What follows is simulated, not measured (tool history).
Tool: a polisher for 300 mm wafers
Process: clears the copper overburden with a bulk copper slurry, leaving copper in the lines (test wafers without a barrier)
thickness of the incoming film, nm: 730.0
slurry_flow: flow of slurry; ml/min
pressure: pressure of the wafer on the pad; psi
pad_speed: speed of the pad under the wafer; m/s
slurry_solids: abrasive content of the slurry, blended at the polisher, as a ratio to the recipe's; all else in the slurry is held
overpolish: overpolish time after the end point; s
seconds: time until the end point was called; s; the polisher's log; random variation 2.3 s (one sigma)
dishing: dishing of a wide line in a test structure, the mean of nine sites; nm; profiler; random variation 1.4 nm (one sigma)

{"run": 1, "hour": 0.0, "slurry_flow": 310, "pressure": 2.7, "pad_speed": 0.86, "slurry_solids": 1, "overpolish": 17, "seconds": 101.06, "dishing": 83.219}
{"run": 2, "hour": 1.9, "slurry_flow": 310, "pressure": 2.1, "pad_speed": 0.86, "slurry_solids": 1, "overpolish": 17, "seconds": 125.12, "dishing": 68.03}
{"run": 3, "hour": 5.5, "slurry_flow": 310, "pressure": 2, "pad_speed": 0.82, "slurry_solids": 1, "overpolish": 18, "seconds": 133.59, "dishing": 65.028}
{"run": 4, "hour": 9.5, "slurry_flow": 380, "pressure": 2, "pad_speed": 0.82, "slurry_solids": 1, "overpolish": 18, "seconds": 133.99, "dishing": 65.216}
{"run": 5, "hour": 13.6, "slurry_flow": 435, "pressure": 2, "pad_speed": 0.82, "slurry_solids": 1, "overpolish": 18, "seconds": 131.83, "dishing": 65.759}
{"run": 6, "hour": 22.5, "slurry_flow": 435, "pressure": 1.4, "pad_speed": 0.82, "slurry_solids": 1, "overpolish": 18, "seconds": 177.47, "dishing": 51.979}
{"run": 7, "hour": 29.8, "slurry_flow": 435, "pressure": 1.4, "pad_speed": 0.8, "slurry_solids": 1, "overpolish": 19, "seconds": 182.66, "dishing": 53.309}
{"run": 8, "hour": 35.6, "slurry_flow": 435, "pressure": 1.4, "pad_speed": 0.78, "slurry_solids": 1, "overpolish": 20, "seconds": 184.24, "dishing": 54.181}
{"run": 9, "hour": 40.8, "slurry_flow": 435, "pressure": 1.4, "pad_speed": 0.76, "slurry_solids": 1, "overpolish": 21, "seconds": 183.57, "dishing": 56.686}
{"run": 10, "hour": 48.5, "slurry_flow": 435, "pressure": 1.4, "pad_speed": 0.74, "slurry_solids": 1, "overpolish": 22, "seconds": 191.64, "dishing": 58.408}
{"run": 11, "hour": 53.6, "slurry_flow": 435, "pressure": 1.4, "pad_speed": 0.74, "slurry_solids": 1, "overpolish": 23, "seconds": 187.89, "dishing": 59.467}
{"hour": 57.6, "done": "head pressure recalibrated"}
{"run": 12, "hour": 57.6, "slurry_flow": 435, "pressure": 1.4, "pad_speed": 0.72, "slurry_solids": 1, "overpolish": 24, "seconds": 175.89, "dishing": 63.788}
{"run": 13, "hour": 58.6, "slurry_flow": 435, "pressure": 1.4, "pad_speed": 0.68, "slurry_solids": 1, "overpolish": 25, "seconds": 181.18, "dishing": 66.611}

Run 14 comes next. What will it give?
{"run": 14, "hour": 67.6, "slurry_flow": 435, "pressure": 1.4, "pad_speed": 0.66, "slurry_solids": 1, "overpolish": 25, "seconds": "?", "dishing": "?"}

Run 14 gave seconds 189.58 s, dishing 64.973 nm.

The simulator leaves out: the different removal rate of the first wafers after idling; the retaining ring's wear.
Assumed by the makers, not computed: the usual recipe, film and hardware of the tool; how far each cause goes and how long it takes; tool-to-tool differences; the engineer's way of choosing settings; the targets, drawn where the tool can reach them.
